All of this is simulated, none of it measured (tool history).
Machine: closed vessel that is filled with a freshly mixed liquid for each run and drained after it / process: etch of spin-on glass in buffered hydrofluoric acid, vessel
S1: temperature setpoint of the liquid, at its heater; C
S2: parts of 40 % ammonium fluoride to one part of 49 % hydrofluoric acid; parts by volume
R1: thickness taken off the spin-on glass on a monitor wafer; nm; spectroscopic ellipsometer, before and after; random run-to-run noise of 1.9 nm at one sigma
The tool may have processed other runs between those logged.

run 1 hour=0.0 | S1=21.0 S2=17.5 time_in_the_liquid_(s)=85 | R1=184.67
run 2 hour=3.8 | S1=18.5 S2=17.5 time_in_the_liquid_(s)=85 | R1=160.57
run 3 hour=10.1 | S1=18.5 S2=20.5 time_in_the_liquid_(s)=85 | R1=143.14
run 4 hour=14.4 | S1=18.5 S2=20.5 time_in_the_liquid_(s)=85 | R1=142.60
run 5 hour=19.3 | S1=20.0 S2=20.5 time_in_the_liquid_(s)=85 | R1=155.64
run 6 hour=23.9 | S1=20.0 S2=23.5 time_in_the_liquid_(s)=85 | R1=142.71
run 7 hour=31.1 | S1=20.0 S2=23.5 time_in_the_liquid_(s)=85 | R1=143.14
run 8 hour=37.9 | S1=21.0 S2=23.5 time_in_the_liquid_(s)=85 | R1=152.87
run 9 hour=40.7 | S1=22.0 S2=23.5 time_in_the_liquid_(s)=85 | R1=157.76
run 10 hour=47.8 | S1=23.0 S2=23.0 time_in_the_liquid_(s)=85 | R1=168.19
run 11 hour=56.0 | S1=24.0 S2=22.5 time_in_the_liquid_(s)=85 | R1=181.14

Run 12 has not been measured yet. What should we expect?
run 12 hour=60.6 | S1=24.5 S2=22.5 time_in_the_liquid_(s)=85 | R1=?

{"run 12": {"R1": 189.42}}
